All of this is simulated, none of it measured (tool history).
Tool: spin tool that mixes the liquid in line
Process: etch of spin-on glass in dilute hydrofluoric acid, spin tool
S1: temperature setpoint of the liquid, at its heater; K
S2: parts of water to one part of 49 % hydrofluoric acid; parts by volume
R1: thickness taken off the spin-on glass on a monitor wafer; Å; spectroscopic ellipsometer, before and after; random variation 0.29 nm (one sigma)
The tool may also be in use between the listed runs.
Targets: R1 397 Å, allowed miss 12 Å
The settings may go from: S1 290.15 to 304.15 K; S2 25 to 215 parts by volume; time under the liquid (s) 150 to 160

Run 1, day 0: S1 296.15 K, S2 120 parts by volume, time under the liquid (s) 150. Result: R1 462.13 Å.
Run 2, day 0.121: S1 296.15 K, S2 120 parts by volume, time under the liquid (s) 150. Result: R1 458.78 Å.
Run 3, day 0.225: S1 296.15 K, S2 120 parts by volume, time under the liquid (s) 160. Result: R1 492.75 Å.
Run 4, day 0.521: S1 296.15 K, S2 80 parts by volume, time under the liquid (s) 160. Result: R1 767.08 Å.
Run 5, day 0.783: S1 293.65 K, S2 80 parts by volume, time under the liquid (s) 160. Result: R1 693.79 Å.
Run 6, day 1.15: S1 293.65 K, S2 55 parts by volume, time under the liquid (s) 160. Result: R1 1040.5 Å.
Run 7, day 1.338: S1 293.65 K, S2 55 parts by volume, time under the liquid (s) 160. Result: R1 1036.6 Å.
Run 8, day 1.558: S1 292.65 K, S2 75 parts by volume, time under the liquid (s) 160. Result: R1 710.64 Å.
Run 9, day 1.662: S1 292.15 K, S2 85 parts by volume, time under the liquid (s) 160. Result: R1 605.31 Å.
Run 10, day 2.033: S1 291.65 K, S2 90 parts by volume, time under the liquid (s) 160. Result: R1 566.87 Å.
Run 11, day 2.254: S1 291.15 K, S2 95 parts by volume, time under the liquid (s) 160. Result: R1 519.18 Å.
Run 12, day 2.538: S1 290.65 K, S2 100 parts by volume, time under the liquid (s) 160. Result: R1 480.12 Å.
Run 13, day 2.838: S1 290.65 K, S2 105 parts by volume, time under the liquid (s) 160. Result: R1 452.24 Å.
Run 14, day 2.896: S1 290.15 K, S2 120 parts by volume, time under the liquid (s) 160. Result: R1 383.26 Å.

4 next moves are on the table. One of them brings every result within its allowed miss. Which?
Run A, day 2.954: S1 292.65 K, S2 120 parts by volume, time under the liquid (s) 150. Result: R1 ?.
Run B, day 2.954: S1 293.15 K, S2 130 parts by volume, time under the liquid (s) 150. Result: R1 ?.
Run C, day 2.954: S1 292.15 K, S2 130 parts by volume, time under the liquid (s) 160. Result: R1 ?.
Run D, day 2.954: S1 291.65 K, S2 130 parts by volume, time under the liquid (s) 160. Result: R1 ?.

move      R1
   A  399.26
   B  372.09
   C  381.14
   D  373.45
A: meets every target
B: further off than the last run
C: further off than the last run
D: further off than the last run
Answer: A

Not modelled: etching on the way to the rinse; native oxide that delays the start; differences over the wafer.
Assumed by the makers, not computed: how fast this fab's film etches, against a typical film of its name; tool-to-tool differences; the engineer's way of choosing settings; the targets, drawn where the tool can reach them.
